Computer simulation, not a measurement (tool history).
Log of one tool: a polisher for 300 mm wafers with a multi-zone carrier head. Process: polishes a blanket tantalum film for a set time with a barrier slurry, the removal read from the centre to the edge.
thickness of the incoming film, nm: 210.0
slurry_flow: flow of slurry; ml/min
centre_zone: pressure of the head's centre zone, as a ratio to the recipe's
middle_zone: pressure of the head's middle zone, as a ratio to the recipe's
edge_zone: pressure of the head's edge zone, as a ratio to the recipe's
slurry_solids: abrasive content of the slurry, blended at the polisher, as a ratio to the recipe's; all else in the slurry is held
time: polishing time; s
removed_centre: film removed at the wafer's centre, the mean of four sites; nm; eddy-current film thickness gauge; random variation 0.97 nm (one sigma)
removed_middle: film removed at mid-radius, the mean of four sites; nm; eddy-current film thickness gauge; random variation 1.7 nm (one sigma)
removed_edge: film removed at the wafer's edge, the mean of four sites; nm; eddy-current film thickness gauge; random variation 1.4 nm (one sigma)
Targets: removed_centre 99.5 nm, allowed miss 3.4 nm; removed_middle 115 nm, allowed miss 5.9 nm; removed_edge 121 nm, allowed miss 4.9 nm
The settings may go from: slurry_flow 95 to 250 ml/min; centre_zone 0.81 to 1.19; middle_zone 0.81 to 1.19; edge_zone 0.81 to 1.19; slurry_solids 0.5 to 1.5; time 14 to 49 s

run 1 day=0 | slurry_flow=160 centre_zone=1 middle_zone=1 edge_zone=1 slurry_solids=1 time=31 | removed_centre=81.478 removed_middle=84.009 removed_edge=82.618
run 2 day=0.1 | slurry_flow=160 centre_zone=1 middle_zone=1 edge_zone=1 slurry_solids=1 time=23 | removed_centre=61.37 removed_middle=62.92 removed_edge=60.3
run 3 day=0.158 | slurry_flow=160 centre_zone=0.99 middle_zone=1 edge_zone=1.02 slurry_solids=1.05 time=25 | removed_centre=66.979 removed_middle=70.259 removed_edge=69.251
run 4 day=0.375 | slurry_flow=130 centre_zone=0.99 middle_zone=1 edge_zone=1.02 slurry_solids=1.05 time=25 | removed_centre=64.837 removed_middle=66.579 removed_edge=66.601
run 5 day=0.483 | slurry_flow=135 centre_zone=0.99 middle_zone=1.01 edge_zone=1.04 slurry_solids=1.1 time=26 | removed_centre=68.746 removed_middle=74.234 removed_edge=71.419
run 6 day=0.667 | slurry_flow=135 centre_zone=0.99 middle_zone=1.01 edge_zone=1.04 slurry_solids=1.2 time=26 | removed_centre=71.959 removed_middle=74.77 removed_edge=73.486
run 7 day=0.979 | slurry_flow=140 centre_zone=0.98 middle_zone=1.01 edge_zone=1.06 slurry_solids=1.25 time=27 | removed_centre=74.135 removed_middle=76.854 removed_edge=80.048
run 8 day=1.092 | slurry_flow=145 centre_zone=0.98 middle_zone=1.03 edge_zone=1.08 slurry_solids=1.3 time=28 | removed_centre=78.474 removed_middle=83.421 removed_edge=83.883

5 next moves are on the table. One of them brings every result within its allowed miss. Which?
run A day=1.204 | slurry_flow=190 centre_zone=0.94 middle_zone=0.94 edge_zone=1.07 slurry_solids=1.5 time=37 | removed_centre=? removed_middle=? removed_edge=?
run B day=1.204 | slurry_flow=200 centre_zone=1.04 middle_zone=1.12 edge_zone=1.01 slurry_solids=1.1 time=22 | removed_centre=? removed_middle=? removed_edge=?
run C day=1.204 | slurry_flow=140 centre_zone=0.94 middle_zone=0.99 edge_zone=1.13 slurry_solids=1.4 time=39 | removed_centre=? removed_middle=? removed_edge=?
run D day=1.204 | slurry_flow=120 centre_zone=0.89 middle_zone=0.99 edge_zone=1.11 slurry_solids=1.15 time=42 | removed_centre=? removed_middle=? removed_edge=?
run E day=1.204 | slurry_flow=170 centre_zone=0.93 middle_zone=0.85 edge_zone=1.19 slurry_solids=1.5 time=39 | removed_centre=? removed_middle=? removed_edge=?

move=A removed_centre=107.88 removed_middle=111.39 removed_edge=118.86
move=B removed_centre=65.313 removed_middle=70.478 removed_edge=62.78
move=C removed_centre=106.23 removed_middle=115.18 removed_edge=122.4
move=D removed_centre=99.008 removed_middle=113.89 removed_edge=120.81
move=E removed_centre=110.48 removed_middle=106.34 removed_edge=130.96
A: brings the result that was furthest off to its target, and leaves another outside
B: further off than the last run
C: brings the result that was furthest off to its target, and leaves another outside
D: meets every target
E: takes the result that was furthest off past its target
Answer: D

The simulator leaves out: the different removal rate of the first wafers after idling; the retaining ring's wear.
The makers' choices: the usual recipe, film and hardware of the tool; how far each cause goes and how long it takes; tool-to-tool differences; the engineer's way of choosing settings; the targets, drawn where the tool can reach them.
